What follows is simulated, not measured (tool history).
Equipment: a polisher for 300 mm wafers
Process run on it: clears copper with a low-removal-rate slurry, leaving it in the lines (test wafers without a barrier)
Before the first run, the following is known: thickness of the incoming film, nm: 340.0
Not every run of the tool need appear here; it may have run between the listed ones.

run	hour	flow of slurry (ml/min)	pressure of the wafer on the pad (kPa)	speed of the pad under the wafer (m/s)	abrasive content of the slurry	overpolish time after the end point (s)	time until the end point was called (s)	dishing of a wide line in a test structure (nm)
1	0.0	125	24.8	0.92	1.0	20	99.753	47.360
2	3.2	95	24.8	0.92	1.0	20	106.690	45.631
3	4.5	95	21.4	0.90	1.0	19	124.040	38.348
4	11.1	95	21.4	0.72	1.0	19	157.860	30.019
5	13.5	95	21.4	0.90	1.0	19	124.900	35.926
6	17.1	95	16.5	0.90	1.0	19	157.530	29.357
7	22.0	95	15.9	0.90	1.0	18	164.820	27.107
# hour 30.3: head pressure recalibrated
8	30.3	95	15.2	0.90	1.0	18	162.080	28.266
9	34.5	95	11.0	0.86	1.0	14	225.890	15.677
10	37.5	95	11.7	0.86	1.0	15	221.420	17.906
11	45.8	95	12.4	0.86	1.0	15	201.650	19.292

Expected results for the next run?
12	46.7	95	13.1	0.86	1.0	15	?	?

time until the end point was called (s): 194.090
dishing of a wide line in a test structure (nm): 20.203
